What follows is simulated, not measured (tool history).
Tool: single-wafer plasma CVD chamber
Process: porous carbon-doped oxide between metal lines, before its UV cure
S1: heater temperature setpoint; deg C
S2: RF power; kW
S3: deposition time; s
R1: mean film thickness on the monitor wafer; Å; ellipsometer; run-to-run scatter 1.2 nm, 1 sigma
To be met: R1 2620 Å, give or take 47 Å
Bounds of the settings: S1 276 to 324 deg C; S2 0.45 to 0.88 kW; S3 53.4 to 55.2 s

run  hour   S1     S2    S3      R1
  1     0  300  0.665  53.4  3113.9
  2   1.9  304  0.665  53.4  3084.4
  3   2.7  308  0.635  53.4  2895.8
  4  11.6  308  0.635  53.4  2895.6
  5  15.1  312   0.63  53.4  2847.1
  6    17  312   0.63  55.2  2925.2
  7  24.2  315  0.615  55.1  2810.6
  8  27.3  317   0.61  55.1  2751.3

Of the 4 settings listed for the next run, only one would bring every result within its allowed miss of target. Which one?
  A  30.4  311   0.56  53.8   ?
  B  30.4  313  0.655  55.2   ?
  C  30.4  324   0.68  54.7   ?
  D  30.4  315   0.62  54.6   ?

move      R1
   A  2630.4
   B  2997.4
   C  2902.4
   D  2823.2
A: each result inside its tolerance
B: lands further from the targets than the last run did
C: lands further from the targets than the last run did
D: lands further from the targets than the last run did
Answer: A
